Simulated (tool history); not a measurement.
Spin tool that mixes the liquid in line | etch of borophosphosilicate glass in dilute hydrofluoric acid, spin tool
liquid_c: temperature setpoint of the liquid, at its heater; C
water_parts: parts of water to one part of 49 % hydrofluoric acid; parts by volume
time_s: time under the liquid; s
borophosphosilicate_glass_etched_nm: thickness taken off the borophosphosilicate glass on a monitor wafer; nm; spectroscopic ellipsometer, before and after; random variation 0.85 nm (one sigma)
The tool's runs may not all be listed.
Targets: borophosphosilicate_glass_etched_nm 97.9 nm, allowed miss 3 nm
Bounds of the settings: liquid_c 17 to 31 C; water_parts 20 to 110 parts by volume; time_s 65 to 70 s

run  hour  liquid_c  water_parts  time_s  borophosphosilicate_glass_etched_nm
  1     0        23           60      65                               78.643
  2   3.6        24           60      65                               81.641
  3  10.1      25.5           60      65                               88.441
  4    13      23.5           60      65                               80.924
  5  14.5      20.5           60      65                               71.759
       23  -- hydrofluoric acid flow meter replaced
  6    23        22           60      65                               68.798
  7  28.8        23           60      65                               73.599
  8    35      24.5           60      65                               77.322
  9  41.8      25.5           60      65                               80.418
 10  42.9      26.5           60      65                               84.892
 11  51.6      27.5           60      65                               87.219
 12  55.1        28           60      65                               89.257
 13    57      28.5           60      65                               91.361
 14  65.6        29           60      65                               93.115

Which of these 4 next moves meets every target?
  A  74.2        29           65      70                                    ?
  B  74.2        31           65      65                                    ?
  C  74.2        28           60      65                                    ?
  D  74.2        26           55      70                                    ?

move  borophosphosilicate_glass_etched_nm
   A                               90.651
   B                               90.948
   C                               88.318
   D                               96.474
A: further off than the last run
B: further off than the last run
C: further off than the last run
D: meets every target
Move D is the one to make.
